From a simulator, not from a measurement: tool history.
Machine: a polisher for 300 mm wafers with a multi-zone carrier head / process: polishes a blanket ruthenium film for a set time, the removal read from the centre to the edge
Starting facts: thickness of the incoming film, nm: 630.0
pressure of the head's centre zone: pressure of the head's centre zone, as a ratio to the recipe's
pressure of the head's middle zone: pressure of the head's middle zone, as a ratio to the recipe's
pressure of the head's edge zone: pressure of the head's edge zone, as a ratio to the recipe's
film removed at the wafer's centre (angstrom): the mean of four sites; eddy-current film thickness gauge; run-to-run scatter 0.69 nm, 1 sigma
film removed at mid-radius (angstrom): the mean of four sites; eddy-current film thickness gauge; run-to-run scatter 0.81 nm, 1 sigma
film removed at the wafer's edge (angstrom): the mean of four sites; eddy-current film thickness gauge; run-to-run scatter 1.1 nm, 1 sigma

run	hour	flow of slurry (ml/min)	pressure of the head's centre zone	pressure of the head's middle zone	pressure of the head's edge zone	polishing time (s)	film removed at the wafer's centre (angstrom)	film removed at mid-radius (angstrom)	film removed at the wafer's edge (angstrom)
1	0	255	1	1	1	47	597.84	594.68	576.34
2	4.3	255	1.01	0.98	1.04	49	633.26	625.04	616.34
3	6.4	260	1.02	0.94	1.08	51	656.47	616.94	656.34
4	12.1	260	1.02	1	1.08	51	668.61	662.33	638.1
5	19.1	265	1.03	0.97	1.09	53	704.63	660.86	674.32
6	27	210	1.03	0.97	1.09	53	676.01	645.93	681.29
7	28.7	210	1.04	0.96	1.1	54	687.13	652.73	682.55
8	36.8	220	1.04	0.94	1.11	55	716.68	667.68	688.88
9	40.9	215	1.04	0.91	1.13	56	723.02	644.72	714.08

Expected results for the next run?
10	41.4	220	1.04	0.91	1.14	57	?	?	?

{"run 10": {"film removed at the wafer's centre (angstrom)": 737.93, "film removed at mid-radius (angstrom)": 662.43, "film removed at the wafer's edge (angstrom)": 726.1}}
